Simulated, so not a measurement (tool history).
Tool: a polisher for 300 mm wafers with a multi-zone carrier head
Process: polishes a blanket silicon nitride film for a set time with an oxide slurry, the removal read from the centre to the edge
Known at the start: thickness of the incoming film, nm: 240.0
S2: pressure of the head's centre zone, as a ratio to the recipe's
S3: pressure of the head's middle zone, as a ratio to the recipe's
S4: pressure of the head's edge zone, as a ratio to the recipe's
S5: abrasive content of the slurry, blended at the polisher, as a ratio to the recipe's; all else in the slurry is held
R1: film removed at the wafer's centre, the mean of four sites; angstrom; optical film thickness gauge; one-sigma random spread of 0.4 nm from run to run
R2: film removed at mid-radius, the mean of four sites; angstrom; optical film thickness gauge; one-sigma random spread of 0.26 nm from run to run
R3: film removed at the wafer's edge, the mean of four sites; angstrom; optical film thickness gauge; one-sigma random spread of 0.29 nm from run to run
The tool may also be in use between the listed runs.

run 1 hour=0 | flow_of_slurry_(ml/min)=185 S2=1 S3=1 S4=1 S5=1 polishing_time_(s)=35 | R1=260.84 R2=253.97 R3=249.79
run 2 hour=8.4 | flow_of_slurry_(ml/min)=185 S2=1 S3=1 S4=1 S5=1.1 polishing_time_(s)=35 | R1=266.13 R2=263.64 R3=255.09
run 3 hour=10.8 | flow_of_slurry_(ml/min)=185 S2=1 S3=1 S4=1 S5=1.1 polishing_time_(s)=40 | R1=300.75 R2=304.92 R3=293.83
run 4 hour=13.9 | flow_of_slurry_(ml/min)=185 S2=1 S3=1 S4=1 S5=1.05 polishing_time_(s)=40 | R1=300.67 R2=299.08 R3=285.75
run 5 hour=20.2 | flow_of_slurry_(ml/min)=185 S2=0.97 S3=1.02 S4=1 S5=1.05 polishing_time_(s)=40 | R1=286.43 R2=299.79 R3=292.49
run 6 hour=26.5 | flow_of_slurry_(ml/min)=185 S2=1.05 S3=1.02 S4=1 S5=1.05 polishing_time_(s)=40 | R1=315.36 R2=306.07 R3=289.89
run 7 hour=33.3 | flow_of_slurry_(ml/min)=180 S2=1.02 S3=1.05 S4=0.98 S5=1.05 polishing_time_(s)=40 | R1=306.15 R2=312.99 R3=284.36

Run 8, settings as shown, results not yet in. Your forecast:
run 8 hour=42 | flow_of_slurry_(ml/min)=175 S2=0.99 S3=1.07 S4=0.98 S5=1.05 polishing_time_(s)=40 | R1=? R2=? R3=?

{"run 8": {"R1": 298.8, "R2": 310.69, "R3": 287.73}}
